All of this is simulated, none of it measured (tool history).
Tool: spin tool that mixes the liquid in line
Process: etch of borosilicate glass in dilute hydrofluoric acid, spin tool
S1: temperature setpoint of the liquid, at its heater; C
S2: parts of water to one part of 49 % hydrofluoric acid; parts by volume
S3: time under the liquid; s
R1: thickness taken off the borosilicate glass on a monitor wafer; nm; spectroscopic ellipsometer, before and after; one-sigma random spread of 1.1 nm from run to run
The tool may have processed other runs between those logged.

| run | hour | S1 | S2 | S3 | R1 |
|---|---|---|---|---|---|
| 1 | 0.0 | 24.0 | 65 | 145 | 67.263 |
| 2 | 6.5 | 24.0 | 85 | 145 | 49.928 |
| 3 | 7.8 | 25.0 | 75 | 145 | 60.003 |
| 4 | 14.7 | 25.0 | 75 | 145 | 59.520 |
| 5 | 15.8 | 26.0 | 70 | 145 | 68.307 |
| 6 | 23.4 | 26.0 | 85 | 145 | 54.147 |
| 7 | 32.2 | 27.0 | 75 | 145 | 64.103 |
| 8 | 36.6 | 27.5 | 70 | 145 | 71.721 |
| 9 | 39.7 | 28.0 | 65 | 145 | 79.615 |
| 10 | 42.7 | 28.5 | 60 | 145 | 87.563 |
| 11 | 51.2 | 29.0 | 55 | 145 | 98.261 |
| 12 | 53.0 | 29.5 | 50 | 145 | 110.840 |

What does the tool deliver on the next run?
| 13 | 53.6 | 30.0 | 50 | 145 | ? |

R1: 113.230 nm
